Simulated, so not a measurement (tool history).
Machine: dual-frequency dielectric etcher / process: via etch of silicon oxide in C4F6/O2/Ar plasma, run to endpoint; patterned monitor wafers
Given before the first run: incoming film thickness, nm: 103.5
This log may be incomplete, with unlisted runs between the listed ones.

| run | hour | bias power (kW) | source power (kW) | Ar flow (sccm) | endpoint time (s) |
|---|---|---|---|---|---|
| 1 | 0 | 0.61 | 0.4 | 363 | 21.604 |
| 2 | 6.4 | 0.61 | 0.4 | 299 | 21.227 |
| 3 | 7.4 | 0.662 | 0.41 | 298 | 20.373 |
| 4 | 10.5 | 0.662 | 0.41 | 337 | 20.606 |
| 5 | 17.8 | 0.662 | 0.36 | 337 | 21.452 |
| 6 | 21.6 | 0.581 | 0.36 | 337 | 22.34 |

Forecast run 7:
| 7 | 25.4 | 0.652 | 0.38 | 330 | ? |

{"run 7": {"endpoint time (s)": 21.177}}
